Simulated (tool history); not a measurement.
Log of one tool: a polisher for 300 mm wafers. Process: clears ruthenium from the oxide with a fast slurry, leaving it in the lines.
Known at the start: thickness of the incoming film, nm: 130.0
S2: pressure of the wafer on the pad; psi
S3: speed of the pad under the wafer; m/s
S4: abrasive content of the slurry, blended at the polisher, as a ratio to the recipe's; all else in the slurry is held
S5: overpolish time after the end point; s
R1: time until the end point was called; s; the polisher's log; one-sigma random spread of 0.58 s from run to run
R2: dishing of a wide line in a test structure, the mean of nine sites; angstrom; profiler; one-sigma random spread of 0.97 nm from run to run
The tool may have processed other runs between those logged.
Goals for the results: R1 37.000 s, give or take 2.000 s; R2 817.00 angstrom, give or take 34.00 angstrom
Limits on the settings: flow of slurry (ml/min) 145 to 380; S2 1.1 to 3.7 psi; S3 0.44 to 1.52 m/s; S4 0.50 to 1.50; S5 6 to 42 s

Run 1, hour 0.0: flow of slurry (ml/min) 245, S2 2.4 psi, S3 0.98 m/s, S4 1.00, S5 21 s. Result: R1 38.677 s, R2 516.57 angstrom.
Run 2, hour 2.0: flow of slurry (ml/min) 245, S2 2.4 psi, S3 1.10 m/s, S4 1.00, S5 21 s. Result: R1 33.643 s, R2 582.15 angstrom.
Run 3, hour 7.5: flow of slurry (ml/min) 245, S2 2.4 psi, S3 1.10 m/s, S4 1.00, S5 23 s. Result: R1 33.831 s, R2 629.22 angstrom.
Run 4, hour 9.3: flow of slurry (ml/min) 290, S2 2.4 psi, S3 1.10 m/s, S4 1.00, S5 23 s. Result: R1 33.618 s, R2 649.30 angstrom.
Run 5, hour 12.1: flow of slurry (ml/min) 290, S2 2.4 psi, S3 1.10 m/s, S4 1.00, S5 25 s. Result: R1 33.785 s, R2 702.02 angstrom.
Run 6, hour 16.8: flow of slurry (ml/min) 335, S2 2.4 psi, S3 1.10 m/s, S4 1.00, S5 25 s. Result: R1 32.244 s, R2 695.78 angstrom.
Run 7, hour 19.0: flow of slurry (ml/min) 335, S2 2.4 psi, S3 1.10 m/s, S4 1.00, S5 25 s. Result: R1 32.826 s, R2 705.62 angstrom.
Run 8, hour 25.9: flow of slurry (ml/min) 325, S2 2.1 psi, S3 1.10 m/s, S4 1.00, S5 32 s. Result: R1 37.590 s, R2 790.03 angstrom.

Which one of the following 4 next-run settings gets every result inside its allowed miss? There is exactly one.
Run A, hour 32.8: flow of slurry (ml/min) 275, S2 2.5 psi, S3 0.96 m/s, S4 1.05, S5 29 s. Result: R1 ?, R2 ?.
Run B, hour 32.8: flow of slurry (ml/min) 285, S2 2.1 psi, S3 1.20 m/s, S4 0.90, S5 30 s. Result: R1 ?, R2 ?.
Run C, hour 32.8: flow of slurry (ml/min) 360, S2 2.1 psi, S3 1.10 m/s, S4 1.00, S5 33 s. Result: R1 ?, R2 ?.
Run D, hour 32.8: flow of slurry (ml/min) 330, S2 2.2 psi, S3 1.02 m/s, S4 0.95, S5 33 s. Result: R1 ?, R2 ?.

move      R1      R2
   A  36.875  723.39
   B  37.228  738.43
   C  37.420  796.17
   D  39.809  756.17
A: its largest miss is bigger than the last run's
B: its largest miss is bigger than the last run's
C: all results in spec
D: its largest miss is bigger than the last run's
The right move is C.
